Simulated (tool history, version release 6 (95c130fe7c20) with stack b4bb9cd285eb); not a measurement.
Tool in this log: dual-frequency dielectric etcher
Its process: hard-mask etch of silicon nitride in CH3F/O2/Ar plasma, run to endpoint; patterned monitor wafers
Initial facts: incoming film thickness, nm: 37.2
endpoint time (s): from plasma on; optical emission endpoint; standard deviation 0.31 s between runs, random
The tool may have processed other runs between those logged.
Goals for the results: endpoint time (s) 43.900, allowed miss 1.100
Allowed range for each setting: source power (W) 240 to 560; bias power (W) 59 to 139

run,day,source power (W),bias power (W),endpoint time (s)
1,0.000,400,99,48.142
2,0.296,330,99,51.819
3,0.379,270,99,54.919
4,0.475,310,102,53.067
5,0.621,250,102,55.691
6,0.825,250,117,54.341
7,1.050,290,121,51.887
8,1.158,320,124,49.345
9,1.425,340,126,47.849
10,1.479,350,127,47.425
11,1.704,360,128,47.114
12,1.958,370,129,46.276
13,2.096,370,129,46.608
14,2.254,380,130,45.735

Below are 5 possible settings for the next run. Only one of them brings all results inside the allowed miss of their targets. Which is it?
A,2.412,360,139,?
B,2.412,350,124,?
C,2.412,320,131,?
D,2.412,460,123,?
E,2.412,340,123,?

move,endpoint time (s)
A,45.386
B,47.162
C,47.860
D,43.205
E,47.700
A: moves toward the targets from the last run without getting all of them in spec
B: misses by more than the last run did
C: misses by more than the last run did
D: every result within its allowed miss
E: misses by more than the last run did
So the answer is move D, the one that meets all the targets.
